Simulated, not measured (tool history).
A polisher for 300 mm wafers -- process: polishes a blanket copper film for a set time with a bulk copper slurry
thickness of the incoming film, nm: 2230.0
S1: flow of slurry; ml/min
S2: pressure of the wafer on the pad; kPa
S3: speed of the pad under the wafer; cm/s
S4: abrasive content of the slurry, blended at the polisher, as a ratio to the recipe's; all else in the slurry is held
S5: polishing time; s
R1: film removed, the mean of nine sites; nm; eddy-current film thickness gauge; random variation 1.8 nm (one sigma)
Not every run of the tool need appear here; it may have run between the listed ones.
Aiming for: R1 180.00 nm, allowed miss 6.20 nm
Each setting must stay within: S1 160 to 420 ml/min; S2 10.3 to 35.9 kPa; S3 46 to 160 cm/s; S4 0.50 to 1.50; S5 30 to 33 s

run	hour	S1	S2	S3	S4	S5	R1
1	0.0	270	22.8	102	1.00	33	316.41
2	3.1	270	22.8	102	1.00	33	319.09
3	8.5	270	22.8	102	1.00	33	318.13
4	16.7	270	21.4	102	1.00	33	300.27
5	22.7	270	20.0	102	1.00	33	285.21
6	23.9	270	25.5	102	1.00	33	354.08
# hour 31.9: slurry blender recalibrated
7	31.9	270	24.1	102	1.00	33	353.69
8	35.8	270	24.1	102	1.00	33	361.96
9	36.6	270	22.8	102	1.00	33	337.00
10	42.8	270	21.4	102	1.00	33	314.01
11	49.2	270	20.0	100	1.00	33	289.99
12	52.2	270	18.6	98	1.00	33	273.49
13	56.5	270	17.9	96	1.00	33	259.83
14	59.9	270	11.0	92	1.00	33	168.09

Which single option among these 4 for the next run brings every result within its allowed miss of target? Just one does.
A	63.3	240	14.5	88	0.95	30	?
B	63.3	280	10.3	96	1.05	32	?
C	63.3	260	11.7	78	1.15	32	?
D	63.3	265	13.1	78	1.10	30	?

move	R1
A	175.60
B	159.82
C	148.29
D	151.20
A: hits every target within its allowed miss
B: the biggest miss grows against the last run
C: the biggest miss grows against the last run
D: the biggest miss grows against the last run
A meets every target.
